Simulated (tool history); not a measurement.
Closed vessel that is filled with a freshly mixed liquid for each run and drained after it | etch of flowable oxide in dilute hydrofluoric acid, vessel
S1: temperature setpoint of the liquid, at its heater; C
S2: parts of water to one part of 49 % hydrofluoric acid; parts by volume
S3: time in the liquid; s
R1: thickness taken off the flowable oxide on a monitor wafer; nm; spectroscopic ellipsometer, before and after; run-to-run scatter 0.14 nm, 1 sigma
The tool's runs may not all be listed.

run	hour	S1	S2	S3	R1
1	0.0	24.0	295	130	28.224
2	6.4	24.0	220	130	40.304
3	11.4	22.0	245	130	33.054
4	18.3	19.5	245	130	30.253
# hour 22.5: thermometer replaced
5	22.5	18.5	245	130	27.926
6	25.2	20.5	245	130	30.448
7	28.5	19.5	255	130	27.869

Expected results for the next run?
8	32.5	19.0	260	130	?

{"run 8": {"R1": 26.845}}
